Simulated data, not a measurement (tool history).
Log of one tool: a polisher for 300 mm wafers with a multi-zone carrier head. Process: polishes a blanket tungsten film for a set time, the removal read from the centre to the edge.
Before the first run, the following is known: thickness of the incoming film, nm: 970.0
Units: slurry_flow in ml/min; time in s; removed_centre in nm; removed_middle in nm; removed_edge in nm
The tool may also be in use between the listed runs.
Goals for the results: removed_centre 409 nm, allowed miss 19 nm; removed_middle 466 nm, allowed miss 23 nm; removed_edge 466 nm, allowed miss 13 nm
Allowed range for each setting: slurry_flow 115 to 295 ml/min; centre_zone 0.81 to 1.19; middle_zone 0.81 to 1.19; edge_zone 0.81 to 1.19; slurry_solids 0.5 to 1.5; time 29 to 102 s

Run 1, hour 0: slurry_flow 190 ml/min, centre_zone 1, middle_zone 1, edge_zone 1, slurry_solids 1, time 65 s. Result: removed_centre 309.66 nm, removed_middle 316.72 nm, removed_edge 315.95 nm.
Run 2, hour 1.3: slurry_flow 190 ml/min, centre_zone 1.06, middle_zone 1, edge_zone 1, slurry_solids 1, time 65 s. Result: removed_centre 338.9 nm, removed_middle 315.48 nm, removed_edge 320.38 nm.
Run 3, hour 8.5: slurry_flow 190 ml/min, centre_zone 1.06, middle_zone 1, edge_zone 1, slurry_solids 1.15, time 65 s. Result: removed_centre 345.68 nm, removed_middle 324.81 nm, removed_edge 327.92 nm.
Run 4, hour 16.9: slurry_flow 190 ml/min, centre_zone 1.06, middle_zone 0.96, edge_zone 1, slurry_solids 1.15, time 65 s. Result: removed_centre 343.78 nm, removed_middle 312.88 nm, removed_edge 327.47 nm.
Run 5, hour 24.9: slurry_flow 195 ml/min, centre_zone 1.04, middle_zone 0.98, edge_zone 1.03, slurry_solids 1.25, time 68 s. Result: removed_centre 362.36 nm, removed_middle 341.13 nm, removed_edge 358.68 nm.
Run 6, hour 30: slurry_flow 195 ml/min, centre_zone 1.04, middle_zone 0.98, edge_zone 1.1, slurry_solids 1.25, time 68 s. Result: removed_centre 366.3 nm, removed_middle 343.19 nm, removed_edge 372.1 nm.
Run 7, hour 33.8: slurry_flow 200 ml/min, centre_zone 1.02, middle_zone 1.01, edge_zone 1.12, slurry_solids 1.3, time 70 s. Result: removed_centre 384.31 nm, removed_middle 373.88 nm, removed_edge 386.64 nm.
Run 8, hour 42.6: slurry_flow 200 ml/min, centre_zone 0.99, middle_zone 1.01, edge_zone 1.13, slurry_solids 1.35, time 72 s. Result: removed_centre 386.75 nm, removed_middle 388.18 nm, removed_edge 409.48 nm.
Run 9, hour 47.2: slurry_flow 205 ml/min, centre_zone 0.97, middle_zone 1.02, edge_zone 1.14, slurry_solids 1.4, time 73 s. Result: removed_centre 389.69 nm, removed_middle 392.57 nm, removed_edge 418.39 nm.

Consider the 5 candidate settings below. Which is the only one whose results all fall within their allowed miss of target?
Run A, hour 51.8: slurry_flow 155 ml/min, centre_zone 0.81, middle_zone 0.84, edge_zone 1.19, slurry_solids 1.25, time 82 s. Result: removed_centre ?, removed_middle ?, removed_edge ?.
Run B, hour 51.8: slurry_flow 215 ml/min, centre_zone 0.81, middle_zone 1.05, edge_zone 1.19, slurry_solids 1.05, time 90 s. Result: removed_centre ?, removed_middle ?, removed_edge ?.
Run C, hour 51.8: slurry_flow 285 ml/min, centre_zone 0.93, middle_zone 0.95, edge_zone 1.19, slurry_solids 1.35, time 66 s. Result: removed_centre ?, removed_middle ?, removed_edge ?.
Run D, hour 51.8: slurry_flow 245 ml/min, centre_zone 0.93, middle_zone 1.11, edge_zone 1.19, slurry_solids 1.45, time 77 s. Result: removed_centre ?, removed_middle ?, removed_edge ?.
Run E, hour 51.8: slurry_flow 195 ml/min, centre_zone 0.83, middle_zone 1.11, edge_zone 1.15, slurry_solids 1.3, time 80 s. Result: removed_centre ?, removed_middle ?, removed_edge ?.

move  removed_centre  removed_middle  removed_edge
   A          354.57          359.12        455.86
   B          387.75          470.24        488.87
   C          352.87          349.72        393.56
   D          413.65          468.03        462.27
   E          368.98          460.36        449.29
A: puts the biggest miss on target and leaves a different result outside tolerance
B: takes the biggest miss from the last run beyond its target
C: its largest miss is bigger than the last run's
D: each result inside its tolerance
E: gains on the last run, yet a result remains outside its allowed miss
Answer: D

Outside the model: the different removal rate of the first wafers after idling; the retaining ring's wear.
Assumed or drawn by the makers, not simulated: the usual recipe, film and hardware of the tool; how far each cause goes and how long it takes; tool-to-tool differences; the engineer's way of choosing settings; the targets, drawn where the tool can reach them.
